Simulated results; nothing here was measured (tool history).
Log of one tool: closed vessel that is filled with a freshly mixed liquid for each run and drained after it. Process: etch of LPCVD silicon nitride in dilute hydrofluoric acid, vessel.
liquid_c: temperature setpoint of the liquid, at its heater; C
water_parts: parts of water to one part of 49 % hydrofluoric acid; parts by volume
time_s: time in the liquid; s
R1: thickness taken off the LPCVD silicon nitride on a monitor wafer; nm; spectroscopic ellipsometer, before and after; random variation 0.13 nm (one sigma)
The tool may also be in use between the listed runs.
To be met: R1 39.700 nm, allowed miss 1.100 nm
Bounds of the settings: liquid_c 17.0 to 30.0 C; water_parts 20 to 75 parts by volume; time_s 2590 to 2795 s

{"run": 1, "day": 0.0, "liquid_c": 22.0, "water_parts": 45, "time_s": 2590, "R1": 25.029}
{"run": 2, "day": 0.242, "liquid_c": 20.5, "water_parts": 45, "time_s": 2590, "R1": 22.574}
{"run": 3, "day": 0.525, "liquid_c": 20.5, "water_parts": 35, "time_s": 2590, "R1": 28.707}
{"run": 4, "day": 0.675, "liquid_c": 20.5, "water_parts": 35, "time_s": 2795, "R1": 31.168}
{"run": 5, "day": 0.804, "liquid_c": 21.5, "water_parts": 35, "time_s": 2795, "R1": 33.274}
{"run": 6, "day": 0.971, "liquid_c": 21.5, "water_parts": 40, "time_s": 2795, "R1": 29.198}
{"run": 7, "day": 1.121, "liquid_c": 21.5, "water_parts": 40, "time_s": 2795, "R1": 29.378}
{"run": 8, "day": 1.208, "liquid_c": 23.0, "water_parts": 40, "time_s": 2795, "R1": 32.596}
{"run": 9, "day": 1.317, "liquid_c": 24.0, "water_parts": 40, "time_s": 2795, "R1": 34.585}
{"run": 10, "day": 1.358, "liquid_c": 24.5, "water_parts": 40, "time_s": 2795, "R1": 35.822}
{"run": 11, "day": 1.533, "liquid_c": 25.0, "water_parts": 40, "time_s": 2795, "R1": 37.273}
{"run": 12, "day": 1.85, "liquid_c": 25.5, "water_parts": 40, "time_s": 2795, "R1": 38.303}

5 next moves are on the table. One of them brings every result within its allowed miss. Which?
{"run": "A", "day": 2.167, "liquid_c": 23.0, "water_parts": 30, "time_s": 2590, "R1": "?"}
{"run": "B", "day": 2.167, "liquid_c": 24.0, "water_parts": 35, "time_s": 2630, "R1": "?"}
{"run": "C", "day": 2.167, "liquid_c": 24.0, "water_parts": 35, "time_s": 2645, "R1": "?"}
{"run": "D", "day": 2.167, "liquid_c": 24.0, "water_parts": 35, "time_s": 2590, "R1": "?"}
{"run": "E", "day": 2.167, "liquid_c": 25.5, "water_parts": 40, "time_s": 2660, "R1": "?"}

move=A R1=39.702
move=B R1=37.179
move=C R1=37.391
move=D R1=36.614
move=E R1=36.537
A: meets every target
B: further off than the last run
C: further off than the last run
D: further off than the last run
E: further off than the last run
The right move is A.

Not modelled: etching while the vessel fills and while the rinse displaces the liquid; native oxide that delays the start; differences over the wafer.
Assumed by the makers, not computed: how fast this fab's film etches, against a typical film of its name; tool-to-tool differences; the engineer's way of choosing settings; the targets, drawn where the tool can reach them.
